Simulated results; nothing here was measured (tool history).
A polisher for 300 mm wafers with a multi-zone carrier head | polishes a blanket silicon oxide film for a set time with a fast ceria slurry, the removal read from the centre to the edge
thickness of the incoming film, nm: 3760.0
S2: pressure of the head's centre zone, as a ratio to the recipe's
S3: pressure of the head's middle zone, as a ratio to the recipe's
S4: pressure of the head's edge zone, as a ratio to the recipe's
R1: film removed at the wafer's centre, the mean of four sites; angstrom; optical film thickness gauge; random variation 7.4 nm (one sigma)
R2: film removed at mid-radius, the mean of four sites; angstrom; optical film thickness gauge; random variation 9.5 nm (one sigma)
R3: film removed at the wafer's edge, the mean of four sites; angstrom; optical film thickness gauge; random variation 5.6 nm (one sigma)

run 1 hour=0.0 | flow_of_slurry_(ml/min)=140 S2=1.00 S3=1.00 S4=1.00 polishing_time_(s)=43 | R1=6765.9 R2=6729.5 R3=6598.3
run 2 hour=7.0 | flow_of_slurry_(ml/min)=140 S2=1.00 S3=1.00 S4=1.00 polishing_time_(s)=52 | R1=8141.2 R2=7996.4 R3=8017.6
run 3 hour=11.6 | flow_of_slurry_(ml/min)=135 S2=0.99 S3=1.00 S4=1.00 polishing_time_(s)=52 | R1=8022.7 R2=7727.4 R3=7980.7
run 4 hour=17.4 | flow_of_slurry_(ml/min)=135 S2=0.99 S3=1.00 S4=1.00 polishing_time_(s)=58 | R1=8910.6 R2=8971.9 R3=8762.6
run 5 hour=21.2 | flow_of_slurry_(ml/min)=115 S2=0.99 S3=1.00 S4=1.00 polishing_time_(s)=58 | R1=8576.9 R2=8431.6 R3=8711.6
run 6 hour=23.0 | flow_of_slurry_(ml/min)=105 S2=0.99 S3=1.00 S4=1.00 polishing_time_(s)=58 | R1=8309.4 R2=8291.0 R3=8504.2
run 7 hour=24.4 | flow_of_slurry_(ml/min)=105 S2=0.98 S3=1.00 S4=0.99 polishing_time_(s)=58 | R1=8177.4 R2=8263.8 R3=8352.0
run 8 hour=32.7 | flow_of_slurry_(ml/min)=105 S2=0.97 S3=1.00 S4=0.98 polishing_time_(s)=58 | R1=8194.8 R2=8265.2 R3=8468.5
run 9 hour=37.3 | flow_of_slurry_(ml/min)=105 S2=0.96 S3=1.01 S4=0.97 polishing_time_(s)=58 | R1=7993.8 R2=8512.5 R3=8371.4

Run 10 comes next. What will it give?
run 10 hour=40.6 | flow_of_slurry_(ml/min)=105 S2=0.96 S3=1.01 S4=0.97 polishing_time_(s)=58 | R1=? R2=? R3=?

Run 10 gave R1 7938.2 angstrom, R2 8415.4 angstrom, R3 8287.3 angstrom.
